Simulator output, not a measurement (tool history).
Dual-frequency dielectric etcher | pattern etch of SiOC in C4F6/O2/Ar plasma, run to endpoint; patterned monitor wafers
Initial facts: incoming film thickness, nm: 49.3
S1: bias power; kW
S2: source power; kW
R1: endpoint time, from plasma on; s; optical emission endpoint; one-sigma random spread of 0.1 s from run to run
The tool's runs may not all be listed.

| run | hour | S1 | S2 | R1 |
|---|---|---|---|---|
| 1 | 0 | 0.507 | 0.38 | 15.765 |
| 2 | 4.2 | 0.507 | 0.43 | 15.167 |
| 3 | 13.1 | 0.525 | 0.44 | 15.048 |
| 4 | 19.1 | 0.525 | 0.41 | 15.265 |
| 5 | 26.6 | 0.546 | 0.42 | 14.97 |
| 6 | 29.5 | 0.546 | 0.38 | 15.209 |
| 7 | 35.1 | 0.565 | 0.39 | 15.097 |
| 8 | 39.5 | 0.585 | 0.4 | 14.751 |

Predict the results of run 9:
| 9 | 45.3 | 0.599 | 0.41 | ? |

Logged for run 9: R1 14.694 s.
